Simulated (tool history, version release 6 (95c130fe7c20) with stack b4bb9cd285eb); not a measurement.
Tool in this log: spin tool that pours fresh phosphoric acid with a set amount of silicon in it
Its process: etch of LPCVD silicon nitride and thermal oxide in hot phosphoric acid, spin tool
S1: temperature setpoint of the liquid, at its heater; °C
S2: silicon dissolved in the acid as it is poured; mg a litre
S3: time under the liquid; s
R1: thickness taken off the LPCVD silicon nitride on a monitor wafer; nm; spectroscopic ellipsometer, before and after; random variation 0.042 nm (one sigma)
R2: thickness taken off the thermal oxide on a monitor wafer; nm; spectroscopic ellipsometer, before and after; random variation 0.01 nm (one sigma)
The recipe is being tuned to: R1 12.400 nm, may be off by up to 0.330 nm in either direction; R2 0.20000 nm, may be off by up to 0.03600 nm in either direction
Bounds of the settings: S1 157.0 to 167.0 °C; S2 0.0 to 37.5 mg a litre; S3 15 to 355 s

run  hour     S1    S2   S3      R1       R2
  1   0.0  162.0  16.5  180  16.543  0.42465
  2   1.5  162.0  16.5  115  10.539  0.29042
  3   9.1  162.0  10.0  115  10.524  0.27818
  4  14.0  162.0  10.0  155  14.215  0.38087
  5  14.9  161.5  13.5  155  13.926  0.37703
  6  21.5  162.5  13.5  155  14.428  0.40901
  7  27.1  162.0  15.5  155  14.206  0.35784
  8  29.7  161.5  18.0  155  13.997  0.31379
  9  38.0  161.0  18.0  155  13.743  0.27274
 10  41.0  161.0  17.5  155  13.661  0.31331
 11  47.8  160.5  18.5  155  13.431  0.28906
 12  49.8  160.0  19.5  155  13.228  0.28467

4 candidate next runs follow, results not yet known. Just one meets every target within its allowed miss. Identify it.
  A  51.8  163.5   0.0  125   ?   ?
  B  51.8  160.5  15.5  145   ?   ?
  C  51.8  159.0  24.5  150   ?   ?
  D  51.8  163.0   5.5  145   ?   ?

move      R1       R2
   A  12.023  0.41934
   B  12.621  0.28029
   C  12.414  0.20031
   D  13.718  0.42210
A: the result that was furthest off in the last run now lies on the other side of its target
B: meets the target for the result that was furthest off, but another lies outside its allowed miss
C: all results land within tolerance of their targets
D: further off than the last run
So the answer is move C, the one that meets all the targets.
